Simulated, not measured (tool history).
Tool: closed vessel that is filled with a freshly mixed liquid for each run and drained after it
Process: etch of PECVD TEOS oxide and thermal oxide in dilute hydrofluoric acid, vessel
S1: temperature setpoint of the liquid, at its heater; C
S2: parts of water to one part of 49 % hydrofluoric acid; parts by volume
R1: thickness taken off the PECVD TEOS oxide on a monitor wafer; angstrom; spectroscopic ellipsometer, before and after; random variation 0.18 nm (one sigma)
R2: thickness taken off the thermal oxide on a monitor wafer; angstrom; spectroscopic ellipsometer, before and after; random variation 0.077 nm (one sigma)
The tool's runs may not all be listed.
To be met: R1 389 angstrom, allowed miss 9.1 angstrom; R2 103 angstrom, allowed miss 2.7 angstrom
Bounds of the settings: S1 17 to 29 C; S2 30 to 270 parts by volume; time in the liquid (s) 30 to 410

Run 1, day 0: S1 21 C, S2 150 parts by volume, time in the liquid (s) 210. Result: R1 167.46 angstrom, R2 45.286 angstrom.
Run 2, day 0.375: S1 22 C, S2 140 parts by volume, time in the liquid (s) 210. Result: R1 189.33 angstrom, R2 50.184 angstrom.
Run 3, day 0.646: S1 22.5 C, S2 130 parts by volume, time in the liquid (s) 210. Result: R1 209.69 angstrom, R2 56.441 angstrom.
Run 4, day 0.921: S1 22.5 C, S2 150 parts by volume, time in the liquid (s) 210. Result: R1 176.62 angstrom, R2 47.062 angstrom.
Run 5, day 1.121: S1 23.5 C, S2 140 parts by volume, time in the liquid (s) 210. Result: R1 199.36 angstrom, R2 53.394 angstrom.
Run 6, day 1.271: S1 20 C, S2 140 parts by volume, time in the liquid (s) 210. Result: R1 174.54 angstrom, R2 46.229 angstrom.
Run 7, day 1.408: S1 21 C, S2 130 parts by volume, time in the liquid (s) 210. Result: R1 198.56 angstrom, R2 52.238 angstrom.
Run 8, day 1.638: S1 25 C, S2 75 parts by volume, time in the liquid (s) 210. Result: R1 433.26 angstrom, R2 113.83 angstrom.
Run 9, day 1.762: S1 24.5 C, S2 75 parts by volume, time in the liquid (s) 210. Result: R1 429.17 angstrom, R2 112.34 angstrom.
Run 10, day 1.925: S1 24 C, S2 75 parts by volume, time in the liquid (s) 210. Result: R1 415.66 angstrom, R2 111.46 angstrom.
At day 2.2: hydrofluoric acid flow meter replaced.
Run 11, day 2.2: S1 23 C, S2 75 parts by volume, time in the liquid (s) 210. Result: R1 460.9 angstrom, R2 121.97 angstrom.
Run 12, day 2.258: S1 23 C, S2 75 parts by volume, time in the liquid (s) 210. Result: R1 461.18 angstrom, R2 123.33 angstrom.
Run 13, day 2.629: S1 23.5 C, S2 75 parts by volume, time in the liquid (s) 210. Result: R1 467.9 angstrom, R2 122.43 angstrom.

4 next moves are on the table. One of them brings every result within its allowed miss. Which?
Run A, day 3: S1 25 C, S2 80 parts by volume, time in the liquid (s) 175. Result: R1 ?, R2 ?.
Run B, day 3: S1 20.5 C, S2 30 parts by volume, time in the liquid (s) 70. Result: R1 ?, R2 ?.
Run C, day 3: S1 23 C, S2 85 parts by volume, time in the liquid (s) 190. Result: R1 ?, R2 ?.
Run D, day 3: S1 20.5 C, S2 45 parts by volume, time in the liquid (s) 110. Result: R1 ?, R2 ?.

move      R1      R2
   A  387.17  101.47
   B  365.29  95.736
   C  362.81  95.086
   D  375.72   98.47
A: meets every target
B: takes the result that was furthest off past its target
C: takes the result that was furthest off past its target
D: takes the result that was furthest off past its target
Answer: A
